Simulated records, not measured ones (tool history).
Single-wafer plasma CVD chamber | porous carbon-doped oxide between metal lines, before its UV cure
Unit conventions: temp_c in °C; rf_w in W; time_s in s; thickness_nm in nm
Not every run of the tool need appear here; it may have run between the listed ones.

{"run": 1, "day": 0.0, "temp_c": 315, "rf_w": 630, "time_s": 34.1, "thickness_nm": 204.48}
{"run": 2, "day": 0.296, "temp_c": 315, "rf_w": 630, "time_s": 34.1, "thickness_nm": 204.29}
{"run": 3, "day": 0.642, "temp_c": 315, "rf_w": 630, "time_s": 34.1, "thickness_nm": 203.88}
{"run": 4, "day": 0.692, "temp_c": 315, "rf_w": 630, "time_s": 32.5, "thickness_nm": 195.79}
{"run": 5, "day": 0.892, "temp_c": 315, "rf_w": 630, "time_s": 32.5, "thickness_nm": 194.72}
{"run": 6, "day": 0.942, "temp_c": 315, "rf_w": 630, "time_s": 32.5, "thickness_nm": 195.92}

Run 7 comes next. What will it give?
{"run": 7, "day": 1.075, "temp_c": 317, "rf_w": 625, "time_s": 32.5, "thickness_nm": "?"}

Run 7 gave thickness_nm 191.59 nm.
